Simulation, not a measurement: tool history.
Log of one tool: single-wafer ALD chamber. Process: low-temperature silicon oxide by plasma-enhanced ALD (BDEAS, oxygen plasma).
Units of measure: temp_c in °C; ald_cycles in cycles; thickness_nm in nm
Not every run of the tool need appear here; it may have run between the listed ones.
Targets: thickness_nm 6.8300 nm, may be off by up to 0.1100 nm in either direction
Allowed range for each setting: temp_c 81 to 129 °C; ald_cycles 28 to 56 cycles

run	day	temp_c	ald_cycles	thickness_nm
1	0.000	105	42	5.7545
2	0.271	105	38	5.2024
3	0.433	104	39	5.3527
4	0.579	104	45	6.1590
5	0.708	103	46	6.2976
6	0.883	107	46	6.2801
7	1.092	106	48	6.5462
8	1.225	105	48	6.6030
9	1.342	104	48	6.5960

Exercise: of the 4 proposed moves below, exactly one satisfies all targets within the stated allowed misses. Which move is it?
A	1.458	109	50	?
B	1.458	95	46	?
C	1.458	105	47	?
D	1.458	115	47	?

move	thickness_nm
A	6.7752
B	6.4474
C	6.4224
D	6.2881
A: in spec on every target
B: misses by more than the last run did
C: misses by more than the last run did
D: misses by more than the last run did
The move that meets every target is A.
